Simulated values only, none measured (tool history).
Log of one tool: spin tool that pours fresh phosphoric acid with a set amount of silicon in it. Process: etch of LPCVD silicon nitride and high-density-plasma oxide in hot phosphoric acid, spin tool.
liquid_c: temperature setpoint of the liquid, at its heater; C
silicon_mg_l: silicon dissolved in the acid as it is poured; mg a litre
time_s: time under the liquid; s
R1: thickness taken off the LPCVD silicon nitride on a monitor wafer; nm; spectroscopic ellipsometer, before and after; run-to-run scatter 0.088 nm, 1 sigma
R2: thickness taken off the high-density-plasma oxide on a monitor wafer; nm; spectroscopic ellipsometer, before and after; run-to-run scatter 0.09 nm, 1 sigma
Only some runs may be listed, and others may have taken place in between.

Run 1, hour 0: liquid_c 162 C, silicon_mg_l 18.5 mg a litre, time_s 180 s. Result: R1 15.187 nm, R2 0.65734 nm.
Run 2, hour 2.9: liquid_c 162 C, silicon_mg_l 24.5 mg a litre, time_s 180 s. Result: R1 15.128 nm, R2 0.55007 nm.
Run 3, hour 7.9: liquid_c 163 C, silicon_mg_l 21 mg a litre, time_s 195 s. Result: R1 16.99 nm, R2 0.73408 nm.
Run 4, hour 9: liquid_c 161.5 C, silicon_mg_l 21 mg a litre, time_s 195 s. Result: R1 16.194 nm, R2 0.59968 nm.
Run 5, hour 14.8: liquid_c 161.5 C, silicon_mg_l 21 mg a litre, time_s 160 s. Result: R1 13.205 nm, R2 0.55012 nm.
Run 6, hour 17.2: liquid_c 161.5 C, silicon_mg_l 21 mg a litre, time_s 90 s. Result: R1 7.5122 nm, R2 0.27281 nm.
Run 7, hour 22.2: liquid_c 162.5 C, silicon_mg_l 19 mg a litre, time_s 125 s. Result: R1 10.747 nm, R2 0.47208 nm.
At hour 23.3: thermometer replaced.
Run 8, hour 23.3: liquid_c 163.5 C, silicon_mg_l 18 mg a litre, time_s 145 s. Result: R1 12.263 nm, R2 0.55866 nm.
Run 9, hour 28: liquid_c 164 C, silicon_mg_l 16 mg a litre, time_s 165 s. Result: R1 14.241 nm, R2 0.76488 nm.
Run 10, hour 32.6: liquid_c 164.5 C, silicon_mg_l 15.5 mg a litre, time_s 185 s. Result: R1 16.272 nm, R2 0.85055 nm.

Estimate the outcome of run 11 from the log above:
Run 11, hour 35.8: liquid_c 165 C, silicon_mg_l 14 mg a litre, time_s 200 s. Result: R1 ?, R2 ?.

{"run 11": {"R1": 17.707, "R2": 1.0139}}
